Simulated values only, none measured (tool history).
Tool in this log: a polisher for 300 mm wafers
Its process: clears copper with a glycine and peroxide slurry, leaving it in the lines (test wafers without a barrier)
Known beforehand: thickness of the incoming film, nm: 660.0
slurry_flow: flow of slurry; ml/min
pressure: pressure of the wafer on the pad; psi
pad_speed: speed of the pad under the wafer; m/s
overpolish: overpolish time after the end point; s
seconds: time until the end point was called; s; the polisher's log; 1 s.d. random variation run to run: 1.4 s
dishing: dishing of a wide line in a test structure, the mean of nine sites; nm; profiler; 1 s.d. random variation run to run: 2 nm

| run | hour | slurry_flow | pressure | pad_speed | overpolish | seconds | dishing |
|---|---|---|---|---|---|---|---|
| 1 | 0.0 | 220 | 2.2 | 1.24 | 20 | 108.17 | 67.222 |
| 2 | 6.5 | 220 | 2.0 | 1.24 | 20 | 117.39 | 66.461 |
| 3 | 10.8 | 220 | 2.0 | 1.52 | 20 | 100.12 | 70.466 |
| 4 | 16.0 | 220 | 1.7 | 1.52 | 20 | 114.66 | 64.595 |
| 5 | 24.8 | 220 | 1.7 | 1.42 | 20 | 119.20 | 63.781 |
| 6 | 30.6 | 220 | 1.6 | 1.42 | 23 | 125.80 | 67.168 |
| 7 | 32.1 | 220 | 1.6 | 1.42 | 26 | 126.35 | 73.646 |
| 8 | 40.6 | 220 | 1.6 | 1.42 | 26 | 126.26 | 76.288 |
| 9 | 44.5 | 220 | 1.5 | 1.42 | 27 | 132.11 | 74.071 |

Expected results for the next run?
| 10 | 49.3 | 220 | 1.5 | 1.42 | 28 | ? | ? |

Logged for run 10: seconds 134.30 s, dishing 71.631 nm.
